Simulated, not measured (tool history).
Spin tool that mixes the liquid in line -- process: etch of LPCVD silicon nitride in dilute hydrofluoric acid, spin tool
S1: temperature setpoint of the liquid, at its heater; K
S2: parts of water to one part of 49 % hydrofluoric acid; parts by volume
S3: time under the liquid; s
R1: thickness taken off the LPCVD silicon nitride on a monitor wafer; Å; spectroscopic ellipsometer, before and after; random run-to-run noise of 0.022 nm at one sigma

run,hour,S1,S2,S3,R1
1,0.0,296.15,230,295,7.6039
2,4.7,296.15,230,315,8.9450
3,5.8,296.15,275,315,7.3132
4,9.1,296.15,275,295,6.1614
5,10.0,298.15,275,295,7.7710
6,17.8,297.15,295,295,5.8391
7,21.7,296.65,305,295,5.8417
8,28.9,296.15,320,295,6.0742

Run 9, settings as shown, results not yet in. Your forecast:
9,36.6,296.15,320,295,?

Run 9 produced R1 5.4044 Å.

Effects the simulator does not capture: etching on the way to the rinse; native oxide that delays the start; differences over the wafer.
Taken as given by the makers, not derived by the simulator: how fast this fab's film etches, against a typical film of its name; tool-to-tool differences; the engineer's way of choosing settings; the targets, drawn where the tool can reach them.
